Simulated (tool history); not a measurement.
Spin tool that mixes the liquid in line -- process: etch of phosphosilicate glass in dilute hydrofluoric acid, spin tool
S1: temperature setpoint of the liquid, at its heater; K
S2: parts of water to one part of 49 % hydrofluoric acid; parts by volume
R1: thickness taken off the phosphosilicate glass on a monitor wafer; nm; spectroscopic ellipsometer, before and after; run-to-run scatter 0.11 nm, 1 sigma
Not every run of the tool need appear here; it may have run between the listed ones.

Run 1, hour 0.0: S1 295.15 K, S2 225 parts by volume, time under the liquid (s) 15. Result: R1 8.8590 nm.
Run 2, hour 4.3: S1 292.15 K, S2 225 parts by volume, time under the liquid (s) 15. Result: R1 7.9182 nm.
Run 3, hour 6.8: S1 294.15 K, S2 200 parts by volume, time under the liquid (s) 15. Result: R1 9.8984 nm.
Run 4, hour 11.2: S1 294.15 K, S2 200 parts by volume, time under the liquid (s) 15. Result: R1 9.8576 nm.
Run 5, hour 12.3: S1 294.15 K, S2 135 parts by volume, time under the liquid (s) 15. Result: R1 15.7300 nm.
Run 6, hour 20.5: S1 294.15 K, S2 60 parts by volume, time under the liquid (s) 15. Result: R1 38.3920 nm.
Run 7, hour 23.4: S1 294.15 K, S2 60 parts by volume, time under the liquid (s) 15. Result: R1 38.4270 nm.
Run 8, hour 29.6: S1 293.15 K, S2 70 parts by volume, time under the liquid (s) 15. Result: R1 31.1510 nm.

Forecast run 9:
Run 9, hour 33.3: S1 292.65 K, S2 75 parts by volume, time under the liquid (s) 15. Result: R1 ?.

{"run 9": {"R1": 28.333}}
